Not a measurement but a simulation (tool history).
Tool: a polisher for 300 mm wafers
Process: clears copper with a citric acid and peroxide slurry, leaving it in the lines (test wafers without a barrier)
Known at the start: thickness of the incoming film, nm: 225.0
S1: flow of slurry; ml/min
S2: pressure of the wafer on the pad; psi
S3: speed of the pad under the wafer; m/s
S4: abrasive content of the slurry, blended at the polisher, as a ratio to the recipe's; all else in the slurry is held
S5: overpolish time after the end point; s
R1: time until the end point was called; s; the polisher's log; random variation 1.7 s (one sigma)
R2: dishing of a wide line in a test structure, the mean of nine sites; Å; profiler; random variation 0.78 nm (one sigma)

run	hour	S1	S2	S3	S4	S5	R1	R2
1	0	250	2.5	1.06	1	27	126.41	345.41
2	6.5	250	2.5	1.06	1	16	123.65	211.57
3	7.4	250	2.5	1.06	1.1	16	123.02	221.05
4	12	250	2.5	1.06	1.3	16	112.18	220.77
5	15.8	250	2.5	1.06	1.2	16	117.56	229.67
6	18.3	245	2.7	1.06	1.2	19	116.57	281.48
7	19.2	245	3.4	1.06	1.2	23	99.101	367.97
8	21.4	245	3.4	1.06	1.2	24	97.305	393.56

Forecast run 9:
9	25.4	245	3.4	1.06	1.2	24	?	?

Run 9 gave R1 95.505 s, R2 387.63 Å.

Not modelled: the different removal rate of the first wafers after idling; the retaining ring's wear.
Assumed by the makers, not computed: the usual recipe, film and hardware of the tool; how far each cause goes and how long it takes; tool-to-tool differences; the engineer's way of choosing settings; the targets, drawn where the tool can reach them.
